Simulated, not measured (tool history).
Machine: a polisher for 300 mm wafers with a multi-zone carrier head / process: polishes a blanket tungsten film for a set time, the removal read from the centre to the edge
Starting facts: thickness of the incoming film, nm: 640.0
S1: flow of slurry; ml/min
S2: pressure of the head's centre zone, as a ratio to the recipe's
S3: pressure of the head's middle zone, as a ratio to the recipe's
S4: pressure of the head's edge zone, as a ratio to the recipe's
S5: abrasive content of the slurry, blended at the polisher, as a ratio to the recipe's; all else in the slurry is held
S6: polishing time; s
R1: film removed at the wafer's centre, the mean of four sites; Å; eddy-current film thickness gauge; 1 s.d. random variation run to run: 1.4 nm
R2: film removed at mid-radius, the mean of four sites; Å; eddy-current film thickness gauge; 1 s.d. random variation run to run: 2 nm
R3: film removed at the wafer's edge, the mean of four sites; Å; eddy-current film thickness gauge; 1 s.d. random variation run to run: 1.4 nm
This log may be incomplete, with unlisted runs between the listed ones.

run    day   S1    S2    S3    S4    S5  S6      R1      R2      R3
  1  0.000  140  1.00  1.00  1.00  1.00  32  2304.4  2363.0  2263.8
  2  0.242  135  1.02  0.96  0.98  0.90  32  2303.2  2189.6  2180.3
  3  0.546  130  1.03  0.93  0.95  0.80  32  2197.3  2046.6  2081.7
  4  0.833  125  1.05  0.91  0.92  0.75  32  2199.0  1916.0  1980.0
     1.200  -- worn pad replaced by a new one
  5  1.200  125  1.05  0.91  1.01  0.75  32  2430.3  2160.6  2335.3
  6  1.421  125  1.05  0.83  1.01  0.75  32  2449.1  1984.8  2331.6
  7  1.612  125  1.05  0.83  0.97  0.75  32  2485.1  2006.4  2277.7
  8  1.700  120  1.06  0.83  0.94  0.70  32  2443.5  1995.3  2239.1
  9  1.900  125  1.07  0.83  0.92  0.65  31  2303.6  1868.2  2072.1
 10  1.979  120  1.08  0.83  0.90  0.65  31  2359.2  1829.3  2034.5
 11  2.079  115  1.08  0.83  0.88  0.65  31  2315.9  1844.8  1989.4

What will run 12 give?
 12  2.108  120  1.08  0.83  0.87  0.60  30   ?   ?   ?

R1: 2204.4 Å
R2: 1775.8 Å
R3: 1903.7 Å

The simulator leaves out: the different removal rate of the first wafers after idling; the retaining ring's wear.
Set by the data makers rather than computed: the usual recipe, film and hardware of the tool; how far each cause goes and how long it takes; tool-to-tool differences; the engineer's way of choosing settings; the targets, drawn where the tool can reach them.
